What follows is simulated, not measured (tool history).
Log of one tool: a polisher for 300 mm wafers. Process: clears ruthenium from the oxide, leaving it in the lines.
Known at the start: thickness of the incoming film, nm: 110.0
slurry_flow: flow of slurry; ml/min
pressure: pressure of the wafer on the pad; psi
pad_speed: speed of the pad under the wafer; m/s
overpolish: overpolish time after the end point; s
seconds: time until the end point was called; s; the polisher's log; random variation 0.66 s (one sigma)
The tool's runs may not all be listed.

| run | hour | slurry_flow | pressure | pad_speed | overpolish | seconds |
|---|---|---|---|---|---|---|
| 1 | 0 | 170 | 2.5 | 0.9 | 4 | 84.304 |
| 2 | 1 | 170 | 2.5 | 1.02 | 4 | 73.674 |
| 3 | 5.7 | 170 | 2.6 | 1.02 | 4 | 70.786 |
| 4 | 14.5 | 135 | 2.6 | 1.02 | 4 | 74.851 |
| 5 | 17.9 | 155 | 2.6 | 1.02 | 4 | 73.521 |
| 6 | 23.5 | 155 | 2.3 | 1.02 | 4 | 82.295 |

Run 7 comes next. What will it give?
| 7 | 31.8 | 165 | 2.4 | 1.02 | 4 | ? |

seconds: 77.428 s

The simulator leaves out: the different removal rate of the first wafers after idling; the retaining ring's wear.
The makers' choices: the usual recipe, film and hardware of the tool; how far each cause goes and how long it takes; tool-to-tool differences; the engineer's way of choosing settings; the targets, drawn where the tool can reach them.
